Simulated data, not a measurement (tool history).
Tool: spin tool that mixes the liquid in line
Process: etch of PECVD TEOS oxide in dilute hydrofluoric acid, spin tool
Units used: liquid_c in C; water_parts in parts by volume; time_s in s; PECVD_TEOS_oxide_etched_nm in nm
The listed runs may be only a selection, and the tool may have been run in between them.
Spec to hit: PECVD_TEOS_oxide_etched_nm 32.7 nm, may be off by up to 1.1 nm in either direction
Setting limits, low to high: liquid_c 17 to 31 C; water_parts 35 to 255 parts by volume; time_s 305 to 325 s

{"run": 1, "hour": 0.0, "liquid_c": 23, "water_parts": 145, "time_s": 305, "PECVD_TEOS_oxide_etched_nm": 22.586}
{"run": 2, "hour": 7.9, "liquid_c": 24.5, "water_parts": 140, "time_s": 305, "PECVD_TEOS_oxide_etched_nm": 25.254}
{"run": 3, "hour": 9.4, "liquid_c": 25.5, "water_parts": 140, "time_s": 305, "PECVD_TEOS_oxide_etched_nm": 25.877}
{"run": 4, "hour": 14.9, "liquid_c": 26.5, "water_parts": 140, "time_s": 305, "PECVD_TEOS_oxide_etched_nm": 27.478}
{"run": 5, "hour": 18.1, "liquid_c": 27.5, "water_parts": 140, "time_s": 305, "PECVD_TEOS_oxide_etched_nm": 27.767}
{"run": 6, "hour": 19.7, "liquid_c": 28, "water_parts": 140, "time_s": 305, "PECVD_TEOS_oxide_etched_nm": 28.515}
{"run": 7, "hour": 26.0, "liquid_c": 28.5, "water_parts": 140, "time_s": 305, "PECVD_TEOS_oxide_etched_nm": 29.247}
{"run": 8, "hour": 28.5, "liquid_c": 29, "water_parts": 140, "time_s": 305, "PECVD_TEOS_oxide_etched_nm": 29.412}
{"run": 9, "hour": 31.8, "liquid_c": 29.5, "water_parts": 140, "time_s": 305, "PECVD_TEOS_oxide_etched_nm": 30.694}
{"run": 10, "hour": 32.6, "liquid_c": 30, "water_parts": 140, "time_s": 305, "PECVD_TEOS_oxide_etched_nm": 30.993}
{"run": 11, "hour": 34.0, "liquid_c": 30.5, "water_parts": 140, "time_s": 305, "PECVD_TEOS_oxide_etched_nm": 31.153}

Which single option among these 5 for the next run brings every result within its allowed miss of target? Just one does.
{"run": "A", "hour": 35.4, "liquid_c": 29.5, "water_parts": 140, "time_s": 325, "PECVD_TEOS_oxide_etched_nm": "?"}
{"run": "B", "hour": 35.4, "liquid_c": 29.5, "water_parts": 145, "time_s": 305, "PECVD_TEOS_oxide_etched_nm": "?"}
{"run": "C", "hour": 35.4, "liquid_c": 29.5, "water_parts": 140, "time_s": 305, "PECVD_TEOS_oxide_etched_nm": "?"}
{"run": "D", "hour": 35.4, "liquid_c": 30.5, "water_parts": 135, "time_s": 325, "PECVD_TEOS_oxide_etched_nm": "?"}
{"run": "E", "hour": 35.4, "liquid_c": 31, "water_parts": 150, "time_s": 305, "PECVD_TEOS_oxide_etched_nm": "?"}

move=A PECVD_TEOS_oxide_etched_nm=32.606
move=B PECVD_TEOS_oxide_etched_nm=29.351
move=C PECVD_TEOS_oxide_etched_nm=30.599
move=D PECVD_TEOS_oxide_etched_nm=35.299
move=E PECVD_TEOS_oxide_etched_nm=29.747
A: meets every target
B: further off than the last run
C: further off than the last run
D: takes the result that was furthest off past its target
E: further off than the last run
The move that meets every target is A.
